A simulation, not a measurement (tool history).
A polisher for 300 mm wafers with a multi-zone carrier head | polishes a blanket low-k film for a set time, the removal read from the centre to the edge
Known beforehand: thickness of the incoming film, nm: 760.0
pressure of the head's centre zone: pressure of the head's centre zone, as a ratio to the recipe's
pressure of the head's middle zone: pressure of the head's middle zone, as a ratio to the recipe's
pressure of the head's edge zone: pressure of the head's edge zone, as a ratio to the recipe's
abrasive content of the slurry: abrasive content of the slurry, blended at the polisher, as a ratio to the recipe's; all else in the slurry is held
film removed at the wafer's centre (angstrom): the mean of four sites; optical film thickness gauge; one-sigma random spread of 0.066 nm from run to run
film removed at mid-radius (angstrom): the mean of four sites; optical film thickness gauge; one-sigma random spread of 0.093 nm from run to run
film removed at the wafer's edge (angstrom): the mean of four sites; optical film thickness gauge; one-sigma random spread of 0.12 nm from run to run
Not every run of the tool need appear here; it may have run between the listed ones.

| run | hour | flow of slurry (ml/min) | pressure of the head's centre zone | pressure of the head's middle zone | pressure of the head's edge zone | abrasive content of the slurry | polishing time (s) | film removed at the wafer's centre (angstrom) | film removed at mid-radius (angstrom) | film removed at the wafer's edge (angstrom) |
|---|---|---|---|---|---|---|---|---|---|---|
| 1 | 0 | 285 | 1 | 1 | 1 | 1 | 48 | 143.86 | 143.89 | 146.53 |
| 2 | 1.9 | 285 | 1 | 1 | 0.92 | 1 | 48 | 144.24 | 143.51 | 137.65 |
| 3 | 10.6 | 280 | 0.99 | 0.98 | 0.92 | 0.95 | 47 | 135.41 | 136.01 | 133.92 |
| 4 | 13.2 | 280 | 0.99 | 0.98 | 0.92 | 0.95 | 42 | 121.83 | 121.43 | 118.24 |
|  | 15.2 | slurry nozzle cleaned |
| 5 | 15.2 | 280 | 1.02 | 0.98 | 0.92 | 0.95 | 42 | 126.19 | 124.18 | 121.24 |
| 6 | 19.4 | 280 | 1.02 | 0.98 | 0.92 | 1.1 | 42 | 135.68 | 136.2 | 128.77 |
| 7 | 25.4 | 280 | 1.01 | 0.97 | 0.91 | 1.05 | 42 | 131 | 129.85 | 125.07 |

Expected results for the next run?
| 8 | 34.2 | 280 | 1 | 0.96 | 0.91 | 1 | 42 | ? | ? | ? |

{"run 8": {"film removed at the wafer's centre (angstrom)": 128.26, "film removed at mid-radius (angstrom)": 125.72, "film removed at the wafer's edge (angstrom)": 123.25}}

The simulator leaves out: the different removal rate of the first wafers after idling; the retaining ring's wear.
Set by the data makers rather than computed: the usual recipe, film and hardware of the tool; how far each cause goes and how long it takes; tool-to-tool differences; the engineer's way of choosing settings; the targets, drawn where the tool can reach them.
